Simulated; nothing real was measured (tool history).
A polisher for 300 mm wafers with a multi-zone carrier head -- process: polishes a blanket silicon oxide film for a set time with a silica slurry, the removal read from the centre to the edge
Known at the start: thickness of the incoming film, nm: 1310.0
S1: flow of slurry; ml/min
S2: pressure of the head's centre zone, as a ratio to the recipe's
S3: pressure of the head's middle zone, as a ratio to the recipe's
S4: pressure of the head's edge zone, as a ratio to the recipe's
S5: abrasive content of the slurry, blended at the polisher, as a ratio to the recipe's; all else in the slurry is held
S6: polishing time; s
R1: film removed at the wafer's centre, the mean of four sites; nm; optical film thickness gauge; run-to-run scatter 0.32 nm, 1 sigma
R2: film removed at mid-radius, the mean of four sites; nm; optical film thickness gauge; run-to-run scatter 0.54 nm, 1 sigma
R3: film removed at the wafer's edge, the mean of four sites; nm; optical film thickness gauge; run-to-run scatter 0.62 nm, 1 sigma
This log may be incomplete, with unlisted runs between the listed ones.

run  hour   S1    S2    S3    S4    S5  S6      R1      R2      R3
  1     0  265     1     1     1     1  39  97.407  96.876  100.86
  2   3.7  265     1     1     1     1  45  113.13   113.4  116.12
  3   9.6  225     1     1     1     1  45  108.73  110.33  113.15
  4    11  225     1     1     1   0.8  45  104.22  104.02  105.56
  5  11.8  220  0.99  1.01  0.94   0.7  36  78.926  80.585      77
  6  13.8  220  0.99  1.01  0.94   0.8  36  81.228  85.911  82.128
  7  14.9  230  0.98  0.99   0.9   0.7  30  64.993  66.354  64.509
  8  18.3  220  0.98  0.99  0.87  0.65  27  56.854  58.271  56.673

What will run 9 give?
  9    22  230  0.99   1  0.85  0.6  25   ?   ?   ?

Logged for run 9: R1 52.704 nm, R2 53.169 nm, R3 49.536 nm.
